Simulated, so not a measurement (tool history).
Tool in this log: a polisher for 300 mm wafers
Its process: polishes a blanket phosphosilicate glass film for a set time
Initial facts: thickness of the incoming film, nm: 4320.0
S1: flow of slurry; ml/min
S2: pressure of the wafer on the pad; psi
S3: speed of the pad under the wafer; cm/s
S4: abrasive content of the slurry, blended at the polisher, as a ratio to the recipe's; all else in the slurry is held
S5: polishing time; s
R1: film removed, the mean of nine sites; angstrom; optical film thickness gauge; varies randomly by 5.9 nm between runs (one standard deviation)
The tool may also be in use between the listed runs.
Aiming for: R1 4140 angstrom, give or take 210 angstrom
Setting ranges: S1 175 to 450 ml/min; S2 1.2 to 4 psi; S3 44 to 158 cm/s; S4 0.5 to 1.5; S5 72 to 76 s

Run 1, hour 0: S1 290 ml/min, S2 2.6 psi, S3 100 cm/s, S4 1, S5 72 s. Result: R1 5637.3 angstrom.
Run 2, hour 2: S1 290 ml/min, S2 2.6 psi, S3 100 cm/s, S4 1, S5 72 s. Result: R1 5612.3 angstrom.
Run 3, hour 10.7: S1 290 ml/min, S2 2.4 psi, S3 100 cm/s, S4 1, S5 72 s. Result: R1 5219.4 angstrom.
Run 4, hour 17.2: S1 330 ml/min, S2 2.4 psi, S3 100 cm/s, S4 1, S5 72 s. Result: R1 5185.9 angstrom.
Run 5, hour 18.4: S1 330 ml/min, S2 2.4 psi, S3 100 cm/s, S4 1.15, S5 72 s. Result: R1 5369 angstrom.
Run 6, hour 19.6: S1 375 ml/min, S2 2.4 psi, S3 100 cm/s, S4 1.15, S5 72 s. Result: R1 5404.9 angstrom.
Run 7, hour 22: S1 375 ml/min, S2 2.2 psi, S3 100 cm/s, S4 1.15, S5 72 s. Result: R1 5062.4 angstrom.
Run 8, hour 29: S1 375 ml/min, S2 2.1 psi, S3 100 cm/s, S4 1.15, S5 72 s. Result: R1 4839.8 angstrom.
Run 9, hour 34.8: S1 375 ml/min, S2 1.7 psi, S3 98 cm/s, S4 1.15, S5 72 s. Result: R1 3856.9 angstrom.

Exercise: of the 5 proposed moves below, exactly one satisfies all targets within the stated allowed misses. Which move is it?
Run A, hour 40.6: S1 325 ml/min, S2 2.1 psi, S3 96 cm/s, S4 1, S5 73 s. Result: R1 ?.
Run B, hour 40.6: S1 355 ml/min, S2 1.6 psi, S3 84 cm/s, S4 1.5, S5 76 s. Result: R1 ?.
Run C, hour 40.6: S1 405 ml/min, S2 1.9 psi, S3 104 cm/s, S4 1.1, S5 76 s. Result: R1 ?.
Run D, hour 40.6: S1 420 ml/min, S2 2.1 psi, S3 78 cm/s, S4 1.15, S5 75 s. Result: R1 ?.
Run E, hour 40.6: S1 400 ml/min, S2 1.7 psi, S3 120 cm/s, S4 1.05, S5 76 s. Result: R1 ?.

move      R1
   A  4444.8
   B  3640.3
   C    4657
   D  4159.3
   E  4594.4
A: carries the result that was furthest off beyond its target, to the other side
B: lands further from the targets than the last run did
C: carries the result that was furthest off beyond its target, to the other side
D: every result lands within tolerance
E: carries the result that was furthest off beyond its target, to the other side
The move that meets every target is D.
